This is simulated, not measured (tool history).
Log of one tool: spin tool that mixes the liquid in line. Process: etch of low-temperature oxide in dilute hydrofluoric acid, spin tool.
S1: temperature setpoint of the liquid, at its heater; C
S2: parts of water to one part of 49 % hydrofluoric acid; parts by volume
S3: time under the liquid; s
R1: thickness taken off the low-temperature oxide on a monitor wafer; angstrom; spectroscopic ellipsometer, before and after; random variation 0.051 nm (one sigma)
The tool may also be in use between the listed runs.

{"run": 1, "hour": 0.0, "S1": 23.0, "S2": 240, "S3": 75, "R1": 81.917}
{"run": 2, "hour": 6.1, "S1": 23.0, "S2": 240, "S3": 75, "R1": 82.72}
{"run": 3, "hour": 10.4, "S1": 21.5, "S2": 240, "S3": 75, "R1": 78.515}
{"run": 4, "hour": 19.0, "S1": 21.5, "S2": 170, "S3": 75, "R1": 118.41}
{"run": 5, "hour": 26.9, "S1": 21.5, "S2": 215, "S3": 75, "R1": 88.359}
{"run": 6, "hour": 31.3, "S1": 20.0, "S2": 215, "S3": 75, "R1": 84.987}

Forecast run 7:
{"run": 7, "hour": 32.2, "S1": 17.0, "S2": 245, "S3": 75, "R1": "?"}

Run 7 gave R1 64.036 angstrom.
